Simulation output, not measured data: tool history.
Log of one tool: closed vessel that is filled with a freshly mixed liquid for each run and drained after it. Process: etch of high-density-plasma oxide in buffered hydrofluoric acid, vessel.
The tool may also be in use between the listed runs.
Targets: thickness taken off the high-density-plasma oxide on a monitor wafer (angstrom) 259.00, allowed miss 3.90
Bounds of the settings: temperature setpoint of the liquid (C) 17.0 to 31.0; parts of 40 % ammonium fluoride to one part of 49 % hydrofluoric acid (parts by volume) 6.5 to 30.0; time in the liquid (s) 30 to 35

| run | hour | temperature setpoint of the liquid (C) | parts of 40 % ammonium fluoride to one part of 49 % hydrofluoric acid (parts by volume) | time in the liquid (s) | thickness taken off the high-density-plasma oxide on a monitor wafer (angstrom) |
|---|---|---|---|---|---|
| 1 | 0.0 | 23.0 | 18.5 | 35 | 357.28 |
| 2 | 6.0 | 23.0 | 18.5 | 35 | 355.13 |
| 3 | 14.6 | 23.0 | 21.5 | 35 | 312.02 |
| 4 | 19.5 | 25.5 | 21.5 | 35 | 356.87 |
| 5 | 28.1 | 25.5 | 21.5 | 35 | 357.17 |
| 6 | 30.8 | 24.5 | 21.5 | 35 | 338.68 |
| 7 | 35.5 | 23.5 | 21.5 | 35 | 320.30 |
| 8 | 36.3 | 23.5 | 21.5 | 35 | 320.53 |

4 next moves are on the table. One of them brings every result within its allowed miss. Which?
| A | 37.1 | 23.0 | 22.5 | 30 | ? |
| B | 37.1 | 24.0 | 20.0 | 30 | ? |
| C | 37.1 | 24.0 | 23.5 | 30 | ? |
| D | 37.1 | 23.5 | 22.5 | 30 | ? |

| move | thickness taken off the high-density-plasma oxide on a monitor wafer (angstrom) |
|---|---|
| A | 259.79 |
| B | 297.41 |
| C | 266.23 |
| D | 266.96 |
A: meets every target
B: nearer than the last run, and not there yet
C: nearer than the last run, and not there yet
D: nearer than the last run, and not there yet
Answer: A
